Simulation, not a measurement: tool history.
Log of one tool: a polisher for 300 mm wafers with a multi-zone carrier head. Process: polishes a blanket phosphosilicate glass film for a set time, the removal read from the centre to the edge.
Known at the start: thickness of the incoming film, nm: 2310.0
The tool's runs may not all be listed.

run  hour  flow of slurry (ml/min)  pressure of the head's centre zone  pressure of the head's middle zone  pressure of the head's edge zone  abrasive content of the slurry  polishing time (s)  film removed at the wafer's centre (Å)  film removed at mid-radius (Å)  film removed at the wafer's edge (Å)
  1     0                      120                                   1                                   1                                 1                               1                  60                                  3885.7                          3943.7                                3897.1
  2   4.3                      130                                1.01                                1.03                              1.03                            1.05                  60                                  4166.5                          4112.6                                4095.9
  3     5                      130                                1.01                                1.03                              0.96                            1.05                  60                                  3957.9                          4089.7                                4024.3
  4  11.2                      135                                1.02                                1.07                              0.98                             1.1                  60                                  4265.2                          4351.7                                4111.7
  5  14.7                      135                                1.02                                1.07                              0.98                             1.1                  48                                  3499.1                          3511.6                                3360.3
     22.8  -- edge zone pressure recalibrated
  6  22.8                      135                                1.02                                1.07                              1.06                             1.1                  48                                  3515.8                          3460.8                                3351.9
  7  23.9                      140                                1.01                                1.09                              1.06                            1.25                  51                                  3875.1                          3914.8                                3858.2
  8  31.2                      145                                1.02                                1.12                              1.05                            1.35                  52                                  3983.3                          4375.5                                4044.8
  9  34.2                      150                                1.04                                1.11                              1.06                             1.4                  53                                  4345.9                            4493                                4085.1

Forecast run 10:
 10  37.9                      150                                1.03                                 1.1                              1.07                            1.45                  54                                       ?                               ?                                     ?

film removed at the wafer's centre (Å): 4442.8
film removed at mid-radius (Å): 4563.9
film removed at the wafer's edge (Å): 4404.6
